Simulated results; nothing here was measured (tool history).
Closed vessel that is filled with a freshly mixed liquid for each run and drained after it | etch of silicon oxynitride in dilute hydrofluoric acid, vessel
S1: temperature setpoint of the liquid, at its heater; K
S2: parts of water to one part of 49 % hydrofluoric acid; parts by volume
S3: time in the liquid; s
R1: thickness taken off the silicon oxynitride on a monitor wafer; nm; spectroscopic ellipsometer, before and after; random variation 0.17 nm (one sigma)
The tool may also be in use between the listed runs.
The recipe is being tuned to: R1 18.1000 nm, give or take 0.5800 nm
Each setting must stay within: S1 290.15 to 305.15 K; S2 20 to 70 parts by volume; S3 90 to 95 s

run	hour	S1	S2	S3	R1
1	0.0	297.15	40	90	10.4240
2	4.9	297.15	45	90	9.2210
3	10.1	298.65	45	90	9.9239
4	12.0	299.15	45	90	10.0120
5	21.0	299.65	45	90	10.3400
6	27.4	300.15	45	90	10.6120
7	31.9	300.65	45	90	10.9860
8	37.7	300.65	45	90	10.8180
9	46.0	301.15	45	90	11.2530
10	53.2	301.65	45	90	11.4080
11	58.1	302.15	45	90	11.5970
12	61.9	302.65	45	90	11.9270
13	66.2	303.15	45	90	12.2440
14	67.8	304.15	40	90	14.5860
15	75.2	304.65	35	90	16.9750
16	76.8	305.15	35	90	17.4800

Below are 4 possible settings for the next run. Only one of them brings all results inside the allowed miss of their targets. Which is it?
A	78.4	304.65	35	95	?
B	78.4	303.65	35	95	?
C	78.4	304.65	35	90	?
D	78.4	304.15	35	90	?

move	R1
A	17.7660
B	16.9530
C	16.8310
D	16.4420
A: all results in spec
B: the biggest miss grows against the last run
C: the biggest miss grows against the last run
D: the biggest miss grows against the last run
Go with A: it meets all targets.
